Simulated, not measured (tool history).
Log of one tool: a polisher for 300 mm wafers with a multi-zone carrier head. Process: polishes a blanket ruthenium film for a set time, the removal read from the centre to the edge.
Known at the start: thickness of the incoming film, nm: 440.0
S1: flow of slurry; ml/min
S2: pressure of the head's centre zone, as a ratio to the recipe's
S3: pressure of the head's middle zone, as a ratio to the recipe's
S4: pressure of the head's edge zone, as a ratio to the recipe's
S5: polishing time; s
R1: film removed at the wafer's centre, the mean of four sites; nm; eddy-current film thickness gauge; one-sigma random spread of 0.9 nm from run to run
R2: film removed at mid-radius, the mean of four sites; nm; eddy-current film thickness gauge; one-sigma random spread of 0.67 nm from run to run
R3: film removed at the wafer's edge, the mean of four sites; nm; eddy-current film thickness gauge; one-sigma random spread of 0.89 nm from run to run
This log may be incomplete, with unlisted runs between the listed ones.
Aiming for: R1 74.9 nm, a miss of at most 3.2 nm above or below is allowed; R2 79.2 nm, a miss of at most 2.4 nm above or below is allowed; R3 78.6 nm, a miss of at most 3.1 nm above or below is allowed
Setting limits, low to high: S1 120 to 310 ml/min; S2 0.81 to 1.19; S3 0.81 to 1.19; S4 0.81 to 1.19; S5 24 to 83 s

Run 1, hour 0: S1 200 ml/min, S2 1, S3 1, S4 1, S5 53 s. Result: R1 69.067 nm, R2 70.023 nm, R3 66.198 nm.
Run 2, hour 7.1: S1 205 ml/min, S2 1, S3 1.01, S4 1.03, S5 54 s. Result: R1 70.278 nm, R2 71.358 nm, R3 69.423 nm.
Run 3, hour 11.2: S1 205 ml/min, S2 1, S3 1.01, S4 1.03, S5 64 s. Result: R1 82.401 nm, R2 84.818 nm, R3 83.798 nm.
Run 4, hour 11.9: S1 205 ml/min, S2 0.94, S3 1.01, S4 1.03, S5 64 s. Result: R1 78.165 nm, R2 84.352 nm, R3 82.026 nm.
Run 5, hour 17.9: S1 205 ml/min, S2 0.94, S3 1.01, S4 1.03, S5 69 s. Result: R1 84.586 nm, R2 91.154 nm, R3 88.358 nm.
Run 6, hour 22.2: S1 205 ml/min, S2 0.94, S3 1.01, S4 1.03, S5 80 s. Result: R1 96.85 nm, R2 106.34 nm, R3 102.92 nm.
Run 7, hour 25.3: S1 195 ml/min, S2 0.92, S3 0.98, S4 1, S5 79 s. Result: R1 93.166 nm, R2 102.27 nm, R3 99.022 nm.
Run 8, hour 30.3: S1 190 ml/min, S2 0.91, S3 0.96, S4 0.98, S5 78 s. Result: R1 90.124 nm, R2 96.928 nm, R3 96.661 nm.
Run 9, hour 35.1: S1 185 ml/min, S2 0.9, S3 0.95, S4 0.96, S5 77 s. Result: R1 88.842 nm, R2 95.977 nm, R3 96.552 nm.

Which single option among these 4 for the next run brings every result within its allowed miss of target? Just one does.
Run A, hour 39.9: S1 210 ml/min, S2 1.03, S3 0.91, S4 0.91, S5 70 s. Result: R1 ?, R2 ?, R3 ?.
Run B, hour 39.9: S1 170 ml/min, S2 0.85, S3 0.86, S4 1.02, S5 69 s. Result: R1 ?, R2 ?, R3 ?.
Run C, hour 39.9: S1 245 ml/min, S2 0.89, S3 0.93, S4 0.95, S5 63 s. Result: R1 ?, R2 ?, R3 ?.
Run D, hour 39.9: S1 250 ml/min, S2 1.12, S3 1.12, S4 0.81, S5 74 s. Result: R1 ?, R2 ?, R3 ?.

move      R1      R2      R3
   A  93.039  84.068  84.973
   B  74.315  76.346  86.176
   C   75.32  78.737  79.244
   D  109.02  108.43  86.536
A: closer than the last run, but not yet in spec
B: takes the biggest miss from the last run beyond its target
C: hits every target within its allowed miss
D: the biggest miss grows against the last run
Go with C: it meets all targets.
